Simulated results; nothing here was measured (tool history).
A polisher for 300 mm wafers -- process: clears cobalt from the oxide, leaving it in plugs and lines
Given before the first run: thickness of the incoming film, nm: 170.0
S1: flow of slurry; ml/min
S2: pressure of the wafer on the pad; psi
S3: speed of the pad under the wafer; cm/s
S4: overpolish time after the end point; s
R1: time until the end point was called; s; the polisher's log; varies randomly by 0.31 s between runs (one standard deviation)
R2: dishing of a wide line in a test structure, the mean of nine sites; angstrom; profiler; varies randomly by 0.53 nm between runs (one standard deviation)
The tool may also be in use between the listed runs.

run 1 hour=0.0 | S1=300 S2=1.5 S3=82 S4=12 | R1=52.946 R2=295.33
run 2 hour=2.0 | S1=300 S2=1.6 S3=82 S4=10 | R1=49.862 R2=280.78
run 3 hour=2.5 | S1=300 S2=1.7 S3=84 S4=8 | R1=45.139 R2=248.71
run 4 hour=4.8 | S1=300 S2=1.4 S3=84 S4=8 | R1=54.663 R2=226.19
run 5 hour=6.2 | S1=300 S2=1.4 S3=84 S4=13 | R1=54.554 R2=314.37
run 6 hour=13.3 | S1=300 S2=1.4 S3=84 S4=16 | R1=55.482 R2=367.60
run 7 hour=21.6 | S1=300 S2=1.6 S3=84 S4=13 | R1=48.186 R2=338.21

Expected results for the next run?
run 8 hour=22.8 | S1=300 S2=1.7 S3=84 S4=11 | R1=? R2=?

R1: 44.994 s
R2: 314.84 angstrom
